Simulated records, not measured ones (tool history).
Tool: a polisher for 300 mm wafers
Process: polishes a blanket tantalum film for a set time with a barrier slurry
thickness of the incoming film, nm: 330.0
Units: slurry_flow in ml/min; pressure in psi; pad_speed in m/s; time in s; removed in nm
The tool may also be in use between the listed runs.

run,hour,slurry_flow,pressure,pad_speed,slurry_solids,time,removed
1,0.0,305,2.0,1.18,1.0,46,99.380
2,0.7,305,1.9,1.14,1.0,46,93.695
3,3.2,305,1.8,1.10,1.0,46,84.422
4,3.8,305,1.8,1.10,0.8,46,79.132
5,12.4,305,1.7,1.08,0.8,46,73.303
6,21.3,305,1.4,1.08,0.8,46,61.888
7,26.3,305,1.3,1.08,0.8,46,58.012

Run 8 comes next. What will it give?
8,31.1,305,1.1,1.06,0.8,46,?

Run 8 gave removed 50.454 nm.
